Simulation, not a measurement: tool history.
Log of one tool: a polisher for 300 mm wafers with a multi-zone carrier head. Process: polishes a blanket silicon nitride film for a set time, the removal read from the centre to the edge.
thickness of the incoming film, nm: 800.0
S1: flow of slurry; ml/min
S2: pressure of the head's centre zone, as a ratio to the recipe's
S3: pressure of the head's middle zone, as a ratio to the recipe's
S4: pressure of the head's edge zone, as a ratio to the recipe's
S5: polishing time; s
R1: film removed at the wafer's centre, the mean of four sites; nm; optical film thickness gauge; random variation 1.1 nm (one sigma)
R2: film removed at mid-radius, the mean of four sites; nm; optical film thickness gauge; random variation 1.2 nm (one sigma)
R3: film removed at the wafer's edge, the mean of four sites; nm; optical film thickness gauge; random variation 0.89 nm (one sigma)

run 1 hour=0.0 | S1=130 S2=1.00 S3=1.00 S4=1.00 S5=72 | R1=105.920 R2=107.78 R3=102.73
run 2 hour=8.2 | S1=120 S2=0.97 S3=0.98 S4=1.02 S5=72 | R1=98.664 R2=102.74 R3=102.76
run 3 hour=12.5 | S1=120 S2=0.97 S3=0.98 S4=1.02 S5=86 | R1=120.900 R2=119.83 R3=124.18
run 4 hour=14.9 | S1=115 S2=0.94 S3=0.96 S4=1.00 S5=84 | R1=110.450 R2=118.71 R3=118.93
run 5 hour=21.8 | S1=125 S2=0.94 S3=0.96 S4=1.00 S5=84 | R1=112.840 R2=119.19 R3=121.09
run 6 hour=26.5 | S1=125 S2=0.94 S3=0.96 S4=1.07 S5=84 | R1=113.770 R2=121.54 R3=126.94
run 7 hour=28.3 | S1=115 S2=0.92 S3=0.93 S4=1.04 S5=83 | R1=110.290 R2=113.04 R3=119.54
run 8 hour=31.6 | S1=110 S2=0.89 S3=0.92 S4=1.05 S5=81 | R1=100.750 R2=106.49 R3=117.71
run 9 hour=36.2 | S1=105 S2=0.88 S3=0.92 S4=1.03 S5=80 | R1=97.284 R2=106.69 R3=113.80

Forecast run 10:
run 10 hour=42.5 | S1=100 S2=0.87 S3=0.91 S4=1.02 S5=79 | R1=? R2=? R3=?

{"run 10": {"R1": 94.728, "R2": 104.36, "R3": 110.05}}
